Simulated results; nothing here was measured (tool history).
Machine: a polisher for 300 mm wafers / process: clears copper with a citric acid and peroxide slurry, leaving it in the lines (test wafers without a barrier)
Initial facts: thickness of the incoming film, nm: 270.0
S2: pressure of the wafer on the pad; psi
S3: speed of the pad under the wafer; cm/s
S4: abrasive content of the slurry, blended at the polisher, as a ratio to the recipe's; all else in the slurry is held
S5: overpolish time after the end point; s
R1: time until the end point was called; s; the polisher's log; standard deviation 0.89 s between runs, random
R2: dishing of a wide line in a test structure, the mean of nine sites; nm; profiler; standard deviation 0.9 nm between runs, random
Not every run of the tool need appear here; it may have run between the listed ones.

{"run": 1, "hour": 0.0, "flow of slurry (ml/min)": 190, "S2": 3.2, "S3": 100, "S4": 1, "S5": 28, "R1": 101.1, "R2": 32.897}
{"run": 2, "hour": 5.8, "flow of slurry (ml/min)": 190, "S2": 3.5, "S3": 100, "S4": 1, "S5": 29, "R1": 89.951, "R2": 35.689}
{"run": 3, "hour": 14.9, "flow of slurry (ml/min)": 190, "S2": 3.7, "S3": 100, "S4": 1, "S5": 30, "R1": 86.24, "R2": 37.505}
{"run": 4, "hour": 22.1, "flow of slurry (ml/min)": 190, "S2": 3.9, "S3": 100, "S4": 1, "S5": 30, "R1": 82.998, "R2": 37.265}
{"run": 5, "hour": 30.0, "flow of slurry (ml/min)": 190, "S2": 3.9, "S3": 100, "S4": 1.15, "S5": 30, "R1": 79.004, "R2": 38.961}
{"run": 6, "hour": 36.1, "flow of slurry (ml/min)": 190, "S2": 4, "S3": 100, "S4": 1.15, "S5": 30, "R1": 77.127, "R2": 39.634}
{"run": 7, "hour": 39.2, "flow of slurry (ml/min)": 190, "S2": 4.1, "S3": 100, "S4": 1.15, "S5": 30, "R1": 77.398, "R2": 41.296}

What does the tool deliver on the next run?
{"run": 8, "hour": 43.6, "flow of slurry (ml/min)": 190, "S2": 4.1, "S3": 100, "S4": 1.15, "S5": 30, "R1": "?", "R2": "?"}

Run 8 produced R1 75.295 s, R2 39.722 nm.
